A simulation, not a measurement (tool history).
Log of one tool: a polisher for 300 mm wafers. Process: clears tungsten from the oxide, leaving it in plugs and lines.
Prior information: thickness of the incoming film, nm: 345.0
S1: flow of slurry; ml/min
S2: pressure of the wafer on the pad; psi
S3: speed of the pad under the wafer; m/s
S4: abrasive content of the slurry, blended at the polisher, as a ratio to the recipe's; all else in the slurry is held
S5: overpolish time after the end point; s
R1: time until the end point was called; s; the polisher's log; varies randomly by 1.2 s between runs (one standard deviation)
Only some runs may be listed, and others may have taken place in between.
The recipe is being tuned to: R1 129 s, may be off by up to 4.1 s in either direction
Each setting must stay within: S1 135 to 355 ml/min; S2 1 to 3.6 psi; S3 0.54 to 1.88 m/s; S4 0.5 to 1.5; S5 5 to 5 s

| run | hour | S1 | S2 | S3 | S4 | S5 | R1 |
|---|---|---|---|---|---|---|---|
| 1 | 0 | 225 | 2.3 | 1.2 | 1 | 5 | 98.613 |
| 2 | 2.4 | 225 | 2.3 | 1.2 | 1 | 5 | 98.933 |
| 3 | 4 | 225 | 2.3 | 1.2 | 1.1 | 5 | 95.331 |
| 4 | 5.6 | 225 | 2.3 | 1.2 | 1.1 | 5 | 94.678 |
| 5 | 13.4 | 225 | 2.2 | 1.2 | 1.1 | 5 | 97.271 |
| 6 | 19.2 | 225 | 2.2 | 1.2 | 1.25 | 5 | 95.501 |
| 7 | 21.8 | 225 | 2.1 | 1.2 | 1.25 | 5 | 101.57 |
| 8 | 29.4 | 225 | 2 | 1.2 | 1.25 | 5 | 105.98 |
| 9 | 35 | 225 | 1.9 | 1.2 | 1.25 | 5 | 108.87 |
| 10 | 38.2 | 225 | 1.8 | 1.2 | 1.25 | 5 | 114.32 |
| 11 | 45.8 | 225 | 1.7 | 1.2 | 1.25 | 5 | 121.19 |

Consider the 5 candidate settings below. Which is the only one whose results all fall within their allowed miss of target?
| A | 53.4 | 245 | 1.7 | 1.34 | 1.3 | 5 | ? |
| B | 53.4 | 250 | 1.5 | 1.36 | 1.4 | 5 | ? |
| C | 53.4 | 245 | 1.6 | 1.18 | 1.25 | 5 | ? |
| D | 53.4 | 210 | 1.6 | 1.42 | 1.1 | 5 | ? |
| E | 53.4 | 235 | 1.6 | 1.42 | 1.3 | 5 | ? |

| move | R1 |
|---|---|
| A | 107.43 |
| B | 116.11 |
| C | 128.31 |
| D | 115.47 |
| E | 108.44 |
A: further off than the last run
B: further off than the last run
C: all results land within tolerance of their targets
D: further off than the last run
E: further off than the last run
The move that meets every target is C.
